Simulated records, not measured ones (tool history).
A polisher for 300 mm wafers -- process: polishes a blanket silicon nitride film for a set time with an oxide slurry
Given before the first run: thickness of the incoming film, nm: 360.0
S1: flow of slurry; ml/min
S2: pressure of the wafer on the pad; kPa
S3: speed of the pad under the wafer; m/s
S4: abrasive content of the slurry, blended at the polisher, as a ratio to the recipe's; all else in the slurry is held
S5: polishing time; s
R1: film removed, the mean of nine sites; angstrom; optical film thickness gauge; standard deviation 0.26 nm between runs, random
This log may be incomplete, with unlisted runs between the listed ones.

run 1 day=0 | S1=205 S2=28.3 S3=0.92 S4=1 S5=51 | R1=389.59
run 2 day=0.179 | S1=205 S2=26.9 S3=0.92 S4=1 S5=51 | R1=368.88
run 3 day=0.367 | S1=250 S2=26.9 S3=0.92 S4=1 S5=51 | R1=373.85
run 4 day=0.462 | S1=250 S2=25.5 S3=0.92 S4=1 S5=51 | R1=360.52
run 5 day=0.675 | S1=250 S2=24.1 S3=0.92 S4=1 S5=51 | R1=341.39
run 6 day=0.717 | S1=250 S2=23.4 S3=0.92 S4=1 S5=51 | R1=330.55
run 7 day=1.046 | S1=250 S2=22.8 S3=0.92 S4=1 S5=51 | R1=319.83

The next listed run, before its measurement:
run 8 day=1.25 | S1=250 S2=22.1 S3=0.92 S4=1 S5=51 | R1=?

R1: 311.75 angstrom
